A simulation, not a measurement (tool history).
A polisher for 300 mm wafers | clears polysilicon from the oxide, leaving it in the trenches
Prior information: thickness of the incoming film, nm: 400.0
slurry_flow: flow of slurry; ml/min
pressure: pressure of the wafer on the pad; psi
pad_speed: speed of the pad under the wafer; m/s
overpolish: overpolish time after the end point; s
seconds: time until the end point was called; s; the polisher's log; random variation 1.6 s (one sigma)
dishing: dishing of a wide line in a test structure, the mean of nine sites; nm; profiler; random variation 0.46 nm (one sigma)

| run | hour | slurry_flow | pressure | pad_speed | overpolish | seconds | dishing |
|---|---|---|---|---|---|---|---|
| 1 | 0.0 | 210 | 2.4 | 1.08 | 20 | 28.594 | 85.888 |
| 2 | 7.8 | 210 | 2.4 | 0.88 | 20 | 34.558 | 83.462 |
| 3 | 13.2 | 200 | 2.2 | 0.82 | 18 | 40.690 | 76.580 |
| 4 | 20.0 | 170 | 2.2 | 0.82 | 18 | 43.676 | 77.147 |
| 5 | 25.2 | 175 | 2.1 | 0.78 | 16 | 45.866 | 70.821 |
| 6 | 34.0 | 175 | 2.1 | 0.78 | 12 | 47.005 | 62.438 |
| 7 | 42.7 | 185 | 2.0 | 0.74 | 11 | 50.838 | 55.186 |
| 8 | 49.4 | 190 | 1.9 | 0.72 | 11 | 53.723 | 54.334 |
| 9 | 50.5 | 195 | 1.8 | 0.70 | 11 | 57.378 | 50.470 |
| 10 | 52.0 | 195 | 1.7 | 0.68 | 12 | 62.230 | 50.019 |
| 11 | 56.0 | 220 | 1.1 | 0.60 | 6 | 105.990 | 19.768 |
| 12 | 63.2 | 210 | 1.2 | 0.58 | 6 | 102.600 | 20.651 |
| 13 | 64.0 | 200 | 1.3 | 0.56 | 7 | 98.140 | 24.327 |
| 14 | 68.9 | 190 | 1.4 | 0.54 | 8 | 94.231 | 28.184 |
| 15 | 70.3 | 180 | 1.4 | 0.54 | 8 | 100.540 | 27.710 |
|  | 76.4 | worn pad replaced by a new one |
| 16 | 76.4 | 175 | 1.5 | 0.54 | 8 | 82.954 | 31.519 |
| 17 | 81.7 | 175 | 1.5 | 0.54 | 9 | 83.547 | 34.470 |
| 18 | 87.4 | 170 | 1.5 | 0.54 | 9 | 84.024 | 33.974 |
| 19 | 91.7 | 165 | 1.5 | 0.54 | 9 | 83.564 | 34.720 |
| 20 | 94.5 | 160 | 1.5 | 0.54 | 9 | 86.408 | 34.166 |
| 21 | 100.1 | 155 | 1.5 | 0.54 | 9 | 83.379 | 34.047 |
| 22 | 106.1 | 155 | 1.5 | 0.54 | 10 | 85.198 | 37.045 |
| 23 | 110.6 | 150 | 1.5 | 0.54 | 10 | 83.670 | 36.348 |

Forecast run 24:
| 24 | 113.2 | 145 | 1.5 | 0.54 | 10 | ? | ? |

seconds: 85.549 s
dishing: 36.575 nm
